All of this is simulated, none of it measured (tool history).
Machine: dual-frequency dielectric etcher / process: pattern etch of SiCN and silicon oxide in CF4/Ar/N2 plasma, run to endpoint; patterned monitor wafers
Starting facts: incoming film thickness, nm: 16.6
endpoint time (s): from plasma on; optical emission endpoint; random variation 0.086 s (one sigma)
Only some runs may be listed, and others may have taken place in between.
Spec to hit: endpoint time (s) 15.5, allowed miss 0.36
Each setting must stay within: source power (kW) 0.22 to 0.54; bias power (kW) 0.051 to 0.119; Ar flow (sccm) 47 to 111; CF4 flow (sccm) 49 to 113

run  hour  source power (kW)  bias power (kW)  Ar flow (sccm)  CF4 flow (sccm)  endpoint time (s)
  1     0               0.38            0.085              79               81             19.964
  2   2.7               0.44            0.085              79               81             17.648
  3   9.5               0.44            0.085              79               86             17.646
  4  17.7               0.44            0.096              79               86             16.937
  5  23.8               0.45            0.096              79               86             16.615
  6  28.1               0.45            0.084              79               86             17.241
  7  35.1               0.46            0.084              79               86             17.112
  8  38.3               0.47            0.084              79               86             16.626
  9  40.3               0.48            0.084              79               86             16.454
 10    41               0.49            0.084              79               86             15.939
 11  47.8                0.5            0.084              79               86             15.685

Exactly one of the 5 candidate moves below puts every result within its allowed miss. Which one?
  A  54.6               0.47            0.091              76               85                  ?
  B  54.6               0.47            0.083              61               77                  ?
  C  54.6               0.51            0.064              71              110                  ?
  D  54.6               0.52             0.09              86               74                  ?
  E  54.6               0.47            0.088              65               81                  ?

move  endpoint time (s)
   A             16.244
   B             16.367
   C             15.949
   D             15.457
   E             16.172
A: the biggest miss grows against the last run
B: the biggest miss grows against the last run
C: the biggest miss grows against the last run
D: every result within its allowed miss
E: the biggest miss grows against the last run
Go with D: it meets all targets.

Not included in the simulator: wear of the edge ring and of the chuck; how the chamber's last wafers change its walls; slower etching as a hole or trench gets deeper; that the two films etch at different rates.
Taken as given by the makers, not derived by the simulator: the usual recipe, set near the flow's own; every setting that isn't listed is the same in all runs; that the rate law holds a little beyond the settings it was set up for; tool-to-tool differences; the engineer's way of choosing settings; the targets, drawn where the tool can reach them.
